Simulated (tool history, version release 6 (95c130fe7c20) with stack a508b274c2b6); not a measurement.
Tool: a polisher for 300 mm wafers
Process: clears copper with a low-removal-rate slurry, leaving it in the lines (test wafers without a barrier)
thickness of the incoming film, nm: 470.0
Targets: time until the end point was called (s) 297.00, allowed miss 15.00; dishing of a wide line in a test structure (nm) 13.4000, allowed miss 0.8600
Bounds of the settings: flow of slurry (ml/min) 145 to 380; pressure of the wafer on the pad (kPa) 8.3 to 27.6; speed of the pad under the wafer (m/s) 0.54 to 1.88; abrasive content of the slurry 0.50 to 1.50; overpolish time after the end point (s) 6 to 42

run,hour,flow of slurry (ml/min),pressure of the wafer on the pad (kPa),speed of the pad under the wafer (m/s),abrasive content of the slurry,overpolish time after the end point (s),time until the end point was called (s),dishing of a wide line in a test structure (nm)
1,0.0,245,17.9,1.20,1.00,21,147.61,45.1360
2,4.1,245,17.9,1.20,0.90,21,157.37,43.7340
3,12.6,245,16.5,1.14,0.90,18,167.32,35.0830
4,19.8,290,16.5,1.14,0.90,18,164.58,35.1970
5,27.7,290,16.5,1.14,0.90,27,167.67,49.9600
6,35.8,290,16.5,1.14,1.05,27,164.80,51.4110
7,39.1,290,15.9,1.06,1.05,24,173.60,44.8710
8,46.5,290,15.2,0.98,0.95,21,195.30,34.7100
9,52.8,285,14.5,0.94,0.90,19,206.76,30.7460
10,58.3,280,13.8,0.90,0.85,17,224.52,25.5790
11,65.6,280,13.1,0.88,0.85,15,240.26,21.5270
12,72.7,280,12.4,0.88,0.85,14,245.17,19.7710
13,73.8,280,11.7,0.88,0.85,13,254.26,18.6890
14,78.3,280,8.3,0.86,0.85,7,311.78,8.3152
15,79.8,280,9.0,0.84,0.85,7,308.83,8.3223
16,81.3,280,9.7,0.82,0.80,7,300.98,8.6082
17,82.9,280,10.3,0.78,0.80,8,303.32,9.7402
18,91.4,275,10.3,0.76,0.80,9,306.38,10.5390
19,99.4,275,10.3,0.74,0.80,9,311.00,10.4190
20,107.3,280,11.0,0.70,0.80,10,313.00,11.6820
21,111.0,280,11.7,0.70,0.80,10,298.66,11.6910

5 next moves are on the table. One of them brings every result within its allowed miss. Which?
A,114.7,310,12.4,0.70,0.75,11,?,?
B,114.7,185,12.4,0.68,0.90,8,?,?
C,114.7,200,14.5,0.58,0.95,9,?,?
D,114.7,265,8.3,0.90,0.65,9,?,?
E,114.7,270,9.7,0.70,0.75,12,?,?

move,time until the end point was called (s),dishing of a wide line in a test structure (nm)
A,297.97,13.4450
B,304.92,9.7179
C,296.67,11.1890
D,337.20,9.8280
E,350.92,12.4570
A: meets every target
B: further off than the last run
C: further off than the last run
D: further off than the last run
E: further off than the last run
Move A is the one to make.
